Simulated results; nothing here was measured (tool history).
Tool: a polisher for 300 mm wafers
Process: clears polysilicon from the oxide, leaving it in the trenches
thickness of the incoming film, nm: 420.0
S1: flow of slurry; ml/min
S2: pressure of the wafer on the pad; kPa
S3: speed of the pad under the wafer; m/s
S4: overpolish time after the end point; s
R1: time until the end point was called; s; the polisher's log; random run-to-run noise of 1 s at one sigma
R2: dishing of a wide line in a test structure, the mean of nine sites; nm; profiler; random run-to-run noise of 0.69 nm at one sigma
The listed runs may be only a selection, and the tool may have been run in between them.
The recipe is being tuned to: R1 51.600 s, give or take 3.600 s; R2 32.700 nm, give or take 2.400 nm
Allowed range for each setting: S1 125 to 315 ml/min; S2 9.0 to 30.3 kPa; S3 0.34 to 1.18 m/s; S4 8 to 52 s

| run | hour | S1 | S2 | S3 | S4 | R1 | R2 |
|---|---|---|---|---|---|---|---|
| 1 | 0.0 | 205 | 19.3 | 0.76 | 26 | 44.127 | 45.990 |
| 2 | 1.8 | 205 | 21.4 | 0.76 | 26 | 39.074 | 46.115 |
| 3 | 7.0 | 205 | 21.4 | 0.76 | 18 | 38.827 | 43.602 |
| 4 | 8.9 | 205 | 21.4 | 0.70 | 15 | 40.566 | 42.393 |
| 5 | 10.2 | 205 | 21.4 | 0.56 | 15 | 50.080 | 40.989 |
| 6 | 12.8 | 200 | 22.8 | 0.50 | 13 | 49.320 | 38.277 |
| 7 | 15.2 | 145 | 26.2 | 0.34 | 8 | 59.418 | 29.793 |
| 8 | 18.0 | 155 | 26.2 | 0.34 | 9 | 60.519 | 31.916 |
| 9 | 23.6 | 160 | 26.9 | 0.34 | 9 | 58.977 | 32.173 |
| 10 | 32.4 | 160 | 27.6 | 0.34 | 9 | 57.766 | 33.957 |

Pick the move, out of 4, that brings all results within their allowed miss; only one does.
| A | 41.2 | 125 | 25.5 | 0.48 | 8 | ? | ? |
| B | 41.2 | 180 | 29.0 | 0.36 | 13 | ? | ? |
| C | 41.2 | 225 | 30.3 | 0.42 | 11 | ? | ? |
| D | 41.2 | 125 | 21.4 | 0.80 | 12 | ? | ? |

| move | R1 | R2 |
|---|---|---|
| A | 49.937 | 31.375 |
| B | 49.795 | 38.135 |
| C | 41.521 | 38.301 |
| D | 40.179 | 39.559 |
A: meets every target
B: puts the biggest miss on target and leaves a different result outside tolerance
C: carries the result that was furthest off beyond its target, to the other side
D: carries the result that was furthest off beyond its target, to the other side
Answer: A
